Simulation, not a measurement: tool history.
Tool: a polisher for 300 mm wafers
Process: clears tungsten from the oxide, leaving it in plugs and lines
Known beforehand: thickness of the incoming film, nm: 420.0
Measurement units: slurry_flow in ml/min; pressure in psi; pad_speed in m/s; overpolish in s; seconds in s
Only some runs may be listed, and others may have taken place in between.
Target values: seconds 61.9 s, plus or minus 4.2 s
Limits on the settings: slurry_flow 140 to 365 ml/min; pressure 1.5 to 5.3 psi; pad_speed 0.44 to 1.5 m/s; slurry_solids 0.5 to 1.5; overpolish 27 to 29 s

Run 1, day 0: slurry_flow 235 ml/min, pressure 3.4 psi, pad_speed 0.96 m/s, slurry_solids 1, overpolish 27 s. Result: seconds 108.75 s.
Run 2, day 0.308: slurry_flow 235 ml/min, pressure 3.7 psi, pad_speed 0.98 m/s, slurry_solids 1, overpolish 27 s. Result: seconds 96.813 s.
Run 3, day 0.354: slurry_flow 235 ml/min, pressure 3.9 psi, pad_speed 0.98 m/s, slurry_solids 1, overpolish 27 s. Result: seconds 99.312 s.
Run 4, day 0.633: slurry_flow 235 ml/min, pressure 3.9 psi, pad_speed 0.98 m/s, slurry_solids 1.15, overpolish 27 s. Result: seconds 92.773 s.
Run 5, day 0.792: slurry_flow 235 ml/min, pressure 4.1 psi, pad_speed 1 m/s, slurry_solids 1.15, overpolish 27 s. Result: seconds 85.597 s.
Run 6, day 1.012: slurry_flow 235 ml/min, pressure 4.1 psi, pad_speed 1 m/s, slurry_solids 1.05, overpolish 27 s. Result: seconds 90.134 s.
Run 7, day 1.162: slurry_flow 235 ml/min, pressure 4.2 psi, pad_speed 1.02 m/s, slurry_solids 1.05, overpolish 27 s. Result: seconds 84.458 s.
At day 1.333: head pressure recalibrated.
Run 8, day 1.333: slurry_flow 235 ml/min, pressure 4.3 psi, pad_speed 1.04 m/s, slurry_solids 1.05, overpolish 27 s. Result: seconds 74.19 s.

Which one of the following 4 next-run settings gets every result inside its allowed miss? There is exactly one.
Run A, day 1.504: slurry_flow 245 ml/min, pressure 4.2 psi, pad_speed 0.96 m/s, slurry_solids 1.15, overpolish 27 s. Result: seconds ?.
Run B, day 1.504: slurry_flow 240 ml/min, pressure 4 psi, pad_speed 0.94 m/s, slurry_solids 1.05, overpolish 27 s. Result: seconds ?.
Run C, day 1.504: slurry_flow 240 ml/min, pressure 3.6 psi, pad_speed 1.02 m/s, slurry_solids 0.9, overpolish 29 s. Result: seconds ?.
Run D, day 1.504: slurry_flow 290 ml/min, pressure 4.3 psi, pad_speed 1.18 m/s, slurry_solids 1.05, overpolish 27 s. Result: seconds ?.

move  seconds
   A   79.989
   B   88.514
   C   95.722
   D   64.937
A: further off than the last run
B: further off than the last run
C: further off than the last run
D: in spec on every target
Answer: D

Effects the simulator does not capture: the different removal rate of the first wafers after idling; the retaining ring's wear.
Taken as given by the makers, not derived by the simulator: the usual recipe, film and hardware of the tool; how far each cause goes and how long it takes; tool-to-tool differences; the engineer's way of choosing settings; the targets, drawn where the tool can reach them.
